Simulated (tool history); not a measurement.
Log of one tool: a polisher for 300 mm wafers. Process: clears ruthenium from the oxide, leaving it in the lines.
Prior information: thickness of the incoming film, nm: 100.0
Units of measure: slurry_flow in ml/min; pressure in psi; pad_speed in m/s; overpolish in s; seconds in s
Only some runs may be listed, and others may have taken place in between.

run	day	slurry_flow	pressure	pad_speed	overpolish	seconds
1	0	240	1.4	1.14	22	117.74
2	0.262	195	1.4	1.14	22	121.41
3	0.354	195	1.4	1.38	22	103.76
4	0.538	195	1.3	1.38	22	112.87
5	0.654	195	1.2	1.38	22	120.29
6	0.979	195	1.2	1.38	23	118.29

Run 7 has not been measured yet. What should we expect?
7	1.033	195	1.1	1.38	23	?

seconds: 127.1 s
